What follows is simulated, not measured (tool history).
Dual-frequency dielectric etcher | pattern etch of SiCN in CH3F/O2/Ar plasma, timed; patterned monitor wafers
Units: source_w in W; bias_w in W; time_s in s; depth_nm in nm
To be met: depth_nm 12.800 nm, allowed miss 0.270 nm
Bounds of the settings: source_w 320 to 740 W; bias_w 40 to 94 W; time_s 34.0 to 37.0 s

{"run": 1, "hour": 0.0, "source_w": 530, "bias_w": 67, "time_s": 37.0, "depth_nm": 13.976}
{"run": 2, "hour": 4.8, "source_w": 520, "bias_w": 67, "time_s": 37.0, "depth_nm": 13.883}
{"run": 3, "hour": 12.8, "source_w": 520, "bias_w": 73, "time_s": 37.0, "depth_nm": 14.414}
{"run": 4, "hour": 16.5, "source_w": 500, "bias_w": 72, "time_s": 37.0, "depth_nm": 13.915}
{"run": 5, "hour": 17.8, "source_w": 560, "bias_w": 72, "time_s": 37.0, "depth_nm": 14.606}
{"run": 6, "hour": 21.4, "source_w": 540, "bias_w": 71, "time_s": 37.0, "depth_nm": 14.487}
{"run": 7, "hour": 29.9, "source_w": 520, "bias_w": 71, "time_s": 37.0, "depth_nm": 14.181}
{"run": 8, "hour": 38.7, "source_w": 500, "bias_w": 71, "time_s": 37.0, "depth_nm": 13.958}
{"run": 9, "hour": 40.7, "source_w": 490, "bias_w": 71, "time_s": 37.0, "depth_nm": 13.905}
{"run": 10, "hour": 42.6, "source_w": 480, "bias_w": 71, "time_s": 37.0, "depth_nm": 13.785}
{"run": 11, "hour": 49.4, "source_w": 470, "bias_w": 71, "time_s": 37.0, "depth_nm": 13.718}
{"run": 12, "hour": 52.7, "source_w": 460, "bias_w": 71, "time_s": 37.0, "depth_nm": 13.533}
{"run": 13, "hour": 56.5, "source_w": 450, "bias_w": 71, "time_s": 37.0, "depth_nm": 13.423}
{"run": 14, "hour": 64.4, "source_w": 440, "bias_w": 71, "time_s": 37.0, "depth_nm": 13.428}
{"run": 15, "hour": 67.7, "source_w": 430, "bias_w": 71, "time_s": 37.0, "depth_nm": 13.279}
{"run": 16, "hour": 76.3, "source_w": 420, "bias_w": 71, "time_s": 37.0, "depth_nm": 13.132}

4 next moves are on the table. One of them brings every result within its allowed miss. Which?
{"run": "A", "hour": 84.9, "source_w": 530, "bias_w": 67, "time_s": 36.0, "depth_nm": "?"}
{"run": "B", "hour": 84.9, "source_w": 450, "bias_w": 73, "time_s": 35.0, "depth_nm": "?"}
{"run": "C", "hour": 84.9, "source_w": 400, "bias_w": 74, "time_s": 35.0, "depth_nm": "?"}
{"run": "D", "hour": 84.9, "source_w": 420, "bias_w": 79, "time_s": 36.5, "depth_nm": "?"}

move=A depth_nm=13.567
move=B depth_nm=12.862
move=C depth_nm=12.404
move=D depth_nm=13.508
A: further off than the last run
B: meets every target
C: takes the result that was furthest off past its target
D: further off than the last run
The right move is B.
